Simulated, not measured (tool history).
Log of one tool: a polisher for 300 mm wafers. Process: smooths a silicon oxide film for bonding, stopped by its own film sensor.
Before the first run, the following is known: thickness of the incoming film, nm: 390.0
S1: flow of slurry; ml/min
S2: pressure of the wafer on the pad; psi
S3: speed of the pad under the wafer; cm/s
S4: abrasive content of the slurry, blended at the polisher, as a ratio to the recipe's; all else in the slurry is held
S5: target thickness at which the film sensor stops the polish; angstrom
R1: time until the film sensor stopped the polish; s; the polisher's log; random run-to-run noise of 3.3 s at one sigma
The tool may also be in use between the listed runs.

Run 1, hour 0.0: S1 225 ml/min, S2 2.5 psi, S3 82 cm/s, S4 1.0, S5 2990 angstrom. Result: R1 103.60 s.
Run 2, hour 2.5: S1 195 ml/min, S2 2.5 psi, S3 82 cm/s, S4 1.0, S5 2990 angstrom. Result: R1 110.86 s.
Run 3, hour 10.0: S1 195 ml/min, S2 2.5 psi, S3 82 cm/s, S4 1.1, S5 2990 angstrom. Result: R1 102.25 s.
Run 4, hour 11.3: S1 190 ml/min, S2 2.1 psi, S3 80 cm/s, S4 1.1, S5 2990 angstrom. Result: R1 120.68 s.
Run 5, hour 19.4: S1 190 ml/min, S2 2.1 psi, S3 80 cm/s, S4 1.0, S5 2990 angstrom. Result: R1 129.61 s.
Run 6, hour 24.3: S1 190 ml/min, S2 2.7 psi, S3 80 cm/s, S4 1.0, S5 2990 angstrom. Result: R1 111.47 s.
Run 7, hour 26.1: S1 180 ml/min, S2 2.3 psi, S3 76 cm/s, S4 1.0, S5 2990 angstrom. Result: R1 125.44 s.
Run 8, hour 34.7: S1 175 ml/min, S2 2.0 psi, S3 74 cm/s, S4 1.0, S5 2990 angstrom. Result: R1 141.94 s.
Run 9, hour 35.9: S1 170 ml/min, S2 1.8 psi, S3 72 cm/s, S4 1.0, S5 2990 angstrom. Result: R1 150.08 s.
Run 10, hour 37.5: S1 170 ml/min, S2 1.6 psi, S3 70 cm/s, S4 1.0, S5 2990 angstrom. Result: R1 161.22 s.

Forecast run 11:
Run 11, hour 41.2: S1 170 ml/min, S2 1.5 psi, S3 68 cm/s, S4 1.0, S5 2990 angstrom. Result: R1 ?.

R1: 180.11 s
